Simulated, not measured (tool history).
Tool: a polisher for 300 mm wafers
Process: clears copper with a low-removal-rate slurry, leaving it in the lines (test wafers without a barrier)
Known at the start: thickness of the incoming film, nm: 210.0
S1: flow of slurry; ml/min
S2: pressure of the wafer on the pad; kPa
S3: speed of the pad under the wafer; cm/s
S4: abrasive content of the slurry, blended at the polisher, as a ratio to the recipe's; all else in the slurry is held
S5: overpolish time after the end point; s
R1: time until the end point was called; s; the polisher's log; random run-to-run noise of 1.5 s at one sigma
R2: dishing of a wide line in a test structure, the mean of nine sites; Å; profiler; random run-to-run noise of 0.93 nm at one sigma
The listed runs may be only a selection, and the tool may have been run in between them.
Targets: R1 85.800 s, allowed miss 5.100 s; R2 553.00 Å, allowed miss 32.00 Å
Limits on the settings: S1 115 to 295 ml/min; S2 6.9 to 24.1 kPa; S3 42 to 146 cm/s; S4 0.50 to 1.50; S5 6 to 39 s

Run 1, hour 0.0: S1 190 ml/min, S2 15.2 kPa, S3 94 cm/s, S4 1.00, S5 20 s. Result: R1 88.405 s, R2 323.40 Å.
Run 2, hour 5.9: S1 190 ml/min, S2 15.2 kPa, S3 82 cm/s, S4 1.00, S5 20 s. Result: R1 106.070 s, R2 281.22 Å.
Run 3, hour 7.3: S1 190 ml/min, S2 15.2 kPa, S3 66 cm/s, S4 1.00, S5 20 s. Result: R1 127.980 s, R2 236.90 Å.
Run 4, hour 9.2: S1 190 ml/min, S2 15.2 kPa, S3 66 cm/s, S4 1.00, S5 14 s. Result: R1 127.410 s, R2 170.77 Å.
Run 5, hour 11.8: S1 190 ml/min, S2 15.9 kPa, S3 68 cm/s, S4 1.00, S5 17 s. Result: R1 118.150 s, R2 214.24 Å.
Run 6, hour 20.8: S1 190 ml/min, S2 16.5 kPa, S3 68 cm/s, S4 1.00, S5 20 s. Result: R1 114.870 s, R2 260.34 Å.
Run 7, hour 26.5: S1 185 ml/min, S2 20.7 kPa, S3 68 cm/s, S4 1.00, S5 30 s. Result: R1 92.916 s, R2 443.28 Å.
Run 8, hour 30.7: S1 185 ml/min, S2 20.7 kPa, S3 68 cm/s, S4 1.00, S5 31 s. Result: R1 90.809 s, R2 478.50 Å.
Run 9, hour 35.7: S1 185 ml/min, S2 20.7 kPa, S3 68 cm/s, S4 1.00, S5 32 s. Result: R1 89.931 s, R2 493.31 Å.
Run 10, hour 44.5: S1 185 ml/min, S2 20.7 kPa, S3 68 cm/s, S4 1.00, S5 33 s. Result: R1 91.155 s, R2 496.25 Å.

Consider the 5 candidate settings below. Which is the only one whose results all fall within their allowed miss of target?
Run A, hour 53.3: S1 205 ml/min, S2 23.4 kPa, S3 50 cm/s, S4 1.10, S5 34 s. Result: R1 ?, R2 ?.
Run B, hour 53.3: S1 145 ml/min, S2 19.3 kPa, S3 82 cm/s, S4 0.95, S5 26 s. Result: R1 ?, R2 ?.
Run C, hour 53.3: S1 185 ml/min, S2 24.1 kPa, S3 60 cm/s, S4 1.15, S5 35 s. Result: R1 ?, R2 ?.
Run D, hour 53.3: S1 190 ml/min, S2 18.6 kPa, S3 78 cm/s, S4 1.00, S5 27 s. Result: R1 ?, R2 ?.
Run E, hour 53.3: S1 190 ml/min, S2 20.0 kPa, S3 70 cm/s, S4 0.95, S5 28 s. Result: R1 ?, R2 ?.

move       R1      R2
   A  106.580  446.11
   B   86.904  417.71
   C   87.361  541.71
   D   90.005  417.79
   E   94.206  416.17
A: further off than the last run
B: further off than the last run
C: hits every target within its allowed miss
D: further off than the last run
E: further off than the last run
C meets every target.
